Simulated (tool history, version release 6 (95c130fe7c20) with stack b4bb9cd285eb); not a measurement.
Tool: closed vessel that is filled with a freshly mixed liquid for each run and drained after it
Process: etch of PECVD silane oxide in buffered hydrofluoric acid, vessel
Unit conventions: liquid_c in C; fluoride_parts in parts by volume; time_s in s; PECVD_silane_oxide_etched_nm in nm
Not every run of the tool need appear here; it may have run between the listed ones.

run,hour,liquid_c,fluoride_parts,time_s,PECVD_silane_oxide_etched_nm
1,0,23,8.5,100,532.61
2,3.9,26.5,8.5,100,636.88
3,5.5,26.5,10.5,100,548.03
4,6.4,28,9.5,100,641.11
5,11.9,28,9.5,105,671.13
6,18.1,28,9.5,100,628.37
7,24.6,29,9,100,687.97

Predict the results of run 8:
8,28.8,29.5,8.5,100,?

{"run 8": {"PECVD_silane_oxide_etched_nm": 761.09}}
